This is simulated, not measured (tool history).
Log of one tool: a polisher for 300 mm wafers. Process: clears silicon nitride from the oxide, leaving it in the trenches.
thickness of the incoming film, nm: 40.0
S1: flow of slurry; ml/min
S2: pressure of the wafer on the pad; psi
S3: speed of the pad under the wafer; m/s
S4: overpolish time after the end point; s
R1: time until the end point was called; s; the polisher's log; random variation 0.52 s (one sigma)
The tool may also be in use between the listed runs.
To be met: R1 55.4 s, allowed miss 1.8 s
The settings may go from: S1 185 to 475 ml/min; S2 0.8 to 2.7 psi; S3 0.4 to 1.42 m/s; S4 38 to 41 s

| run | hour | S1 | S2 | S3 | S4 | R1 |
|---|---|---|---|---|---|---|
| 1 | 0 | 305 | 1.7 | 0.9 | 38 | 70.856 |
| 2 | 7.5 | 305 | 1.8 | 0.9 | 38 | 67.547 |
| 3 | 8.5 | 340 | 1.8 | 0.9 | 38 | 65.402 |
| 4 | 13.1 | 340 | 1.8 | 0.9 | 41 | 66.772 |
| 5 | 16.1 | 275 | 1.8 | 0.9 | 41 | 66.042 |
| 6 | 18.1 | 275 | 1.9 | 0.9 | 41 | 64.717 |
| 7 | 18.8 | 280 | 2 | 0.9 | 41 | 59.652 |
| 8 | 26.1 | 280 | 2.1 | 0.9 | 41 | 57.581 |

4 next moves are on the table. One of them brings every result within its allowed miss. Which?
| A | 33.4 | 295 | 2.1 | 0.94 | 39 | ? |
| B | 33.4 | 365 | 1.9 | 1.1 | 38 | ? |
| C | 33.4 | 265 | 1.8 | 1.2 | 41 | ? |
| D | 33.4 | 275 | 2.3 | 0.94 | 39 | ? |

| move | R1 |
|---|---|
| A | 54.382 |
| B | 50.478 |
| C | 50.384 |
| D | 50.127 |
A: meets every target
B: takes the result that was furthest off past its target
C: takes the result that was furthest off past its target
D: takes the result that was furthest off past its target
The right move is A.

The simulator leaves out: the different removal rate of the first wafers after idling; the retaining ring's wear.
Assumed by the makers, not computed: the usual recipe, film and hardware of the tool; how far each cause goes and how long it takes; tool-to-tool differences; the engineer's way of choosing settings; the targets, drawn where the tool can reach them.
